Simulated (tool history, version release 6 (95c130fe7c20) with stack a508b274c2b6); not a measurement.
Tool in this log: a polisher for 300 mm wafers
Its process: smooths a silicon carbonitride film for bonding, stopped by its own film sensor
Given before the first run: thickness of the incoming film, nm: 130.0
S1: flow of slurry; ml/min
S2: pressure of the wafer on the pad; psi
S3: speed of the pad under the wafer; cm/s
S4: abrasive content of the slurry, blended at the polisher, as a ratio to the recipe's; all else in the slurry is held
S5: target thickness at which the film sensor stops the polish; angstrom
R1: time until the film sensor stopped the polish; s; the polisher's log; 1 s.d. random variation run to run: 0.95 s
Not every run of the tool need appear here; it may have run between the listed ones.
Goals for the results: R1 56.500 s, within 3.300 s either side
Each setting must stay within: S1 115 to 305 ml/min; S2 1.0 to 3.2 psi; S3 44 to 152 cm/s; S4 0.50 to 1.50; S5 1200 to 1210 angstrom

Run 1, hour 0.0: S1 195 ml/min, S2 2.1 psi, S3 98 cm/s, S4 1.00, S5 1200 angstrom. Result: R1 34.766 s.
Run 2, hour 6.5: S1 195 ml/min, S2 1.8 psi, S3 96 cm/s, S4 1.00, S5 1200 angstrom. Result: R1 41.047 s.
Run 3, hour 10.9: S1 195 ml/min, S2 1.6 psi, S3 94 cm/s, S4 1.00, S5 1200 angstrom. Result: R1 48.267 s.
Run 4, hour 15.6: S1 195 ml/min, S2 2.1 psi, S3 94 cm/s, S4 1.00, S5 1200 angstrom. Result: R1 35.599 s.
Run 5, hour 23.2: S1 155 ml/min, S2 2.1 psi, S3 94 cm/s, S4 1.00, S5 1200 angstrom. Result: R1 37.361 s.
Run 6, hour 24.4: S1 155 ml/min, S2 1.9 psi, S3 92 cm/s, S4 1.00, S5 1200 angstrom. Result: R1 41.861 s.
Run 7, hour 31.3: S1 155 ml/min, S2 1.8 psi, S3 92 cm/s, S4 1.00, S5 1200 angstrom. Result: R1 42.688 s.
Run 8, hour 35.1: S1 155 ml/min, S2 1.2 psi, S3 86 cm/s, S4 1.00, S5 1200 angstrom. Result: R1 66.646 s.
Run 9, hour 38.4: S1 155 ml/min, S2 1.3 psi, S3 86 cm/s, S4 1.00, S5 1200 angstrom. Result: R1 63.607 s.

Which of these 4 next moves meets every target?
Run A, hour 41.7: S1 135 ml/min, S2 1.4 psi, S3 86 cm/s, S4 0.95, S5 1210 angstrom. Result: R1 ?.
Run B, hour 41.7: S1 130 ml/min, S2 1.3 psi, S3 82 cm/s, S4 1.05, S5 1200 angstrom. Result: R1 ?.
Run C, hour 41.7: S1 215 ml/min, S2 1.2 psi, S3 82 cm/s, S4 1.15, S5 1200 angstrom. Result: R1 ?.
Run D, hour 41.7: S1 195 ml/min, S2 1.1 psi, S3 80 cm/s, S4 0.95, S5 1210 angstrom. Result: R1 ?.

move      R1
   A  57.527
   B  69.416
   C  68.804
   D  73.482
A: all results in spec
B: lands further from the targets than the last run did
C: lands further from the targets than the last run did
D: lands further from the targets than the last run did
Answer: A

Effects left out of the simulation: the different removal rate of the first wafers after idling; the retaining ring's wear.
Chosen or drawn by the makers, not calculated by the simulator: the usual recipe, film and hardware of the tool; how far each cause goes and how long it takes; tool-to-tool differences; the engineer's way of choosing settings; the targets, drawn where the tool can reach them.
